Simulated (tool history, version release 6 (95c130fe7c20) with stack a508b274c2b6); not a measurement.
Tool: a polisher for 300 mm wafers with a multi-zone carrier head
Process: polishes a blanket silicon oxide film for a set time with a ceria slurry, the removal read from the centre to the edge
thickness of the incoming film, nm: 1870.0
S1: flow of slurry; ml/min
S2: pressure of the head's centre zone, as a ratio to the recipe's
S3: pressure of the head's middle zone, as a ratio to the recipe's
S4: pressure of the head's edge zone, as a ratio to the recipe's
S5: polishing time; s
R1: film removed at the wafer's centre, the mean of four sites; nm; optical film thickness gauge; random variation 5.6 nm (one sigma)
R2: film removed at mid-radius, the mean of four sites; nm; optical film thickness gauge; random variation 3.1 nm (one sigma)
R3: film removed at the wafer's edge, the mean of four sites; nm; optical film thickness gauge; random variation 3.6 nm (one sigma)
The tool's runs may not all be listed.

Run 1, day 0.000: S1 155 ml/min, S2 1.00, S3 1.00, S4 1.00, S5 84 s. Result: R1 491.49 nm, R2 496.81 nm, R3 490.18 nm.
Run 2, day 0.154: S1 140 ml/min, S2 1.00, S3 1.00, S4 1.00, S5 84 s. Result: R1 486.22 nm, R2 485.41 nm, R3 494.98 nm.
Run 3, day 0.400: S1 140 ml/min, S2 1.00, S3 1.00, S4 1.00, S5 96 s. Result: R1 561.71 nm, R2 549.08 nm, R3 554.88 nm.
Run 4, day 0.775: S1 140 ml/min, S2 0.97, S3 1.00, S4 1.00, S5 96 s. Result: R1 541.82 nm, R2 554.46 nm, R3 561.06 nm.
Run 5, day 0.908: S1 140 ml/min, S2 0.92, S3 1.00, S4 1.00, S5 96 s. Result: R1 502.89 nm, R2 557.68 nm, R3 552.21 nm.
Run 6, day 0.967: S1 150 ml/min, S2 0.91, S3 1.00, S4 0.96, S5 92 s. Result: R1 485.89 nm, R2 540.63 nm, R3 534.64 nm.
Run 7, day 1.212: S1 150 ml/min, S2 0.92, S3 1.02, S4 0.94, S5 87 s. Result: R1 470.40 nm, R2 520.34 nm, R3 499.49 nm.
Run 8, day 1.500: S1 145 ml/min, S2 0.91, S3 1.03, S4 0.92, S5 84 s. Result: R1 449.57 nm, R2 498.55 nm, R3 476.86 nm.
Run 9, day 1.579: S1 140 ml/min, S2 0.90, S3 1.05, S4 0.90, S5 82 s. Result: R1 428.18 nm, R2 491.76 nm, R3 454.51 nm.

Forecast run 10:
At day 1.746: slurry nozzle cleaned.
Run 10, day 1.746: S1 105 ml/min, S2 0.90, S3 1.06, S4 0.83, S5 81 s. Result: R1 ?, R2 ?, R3 ?.

Run 10 gave R1 427.53 nm, R2 504.83 nm, R3 443.15 nm.

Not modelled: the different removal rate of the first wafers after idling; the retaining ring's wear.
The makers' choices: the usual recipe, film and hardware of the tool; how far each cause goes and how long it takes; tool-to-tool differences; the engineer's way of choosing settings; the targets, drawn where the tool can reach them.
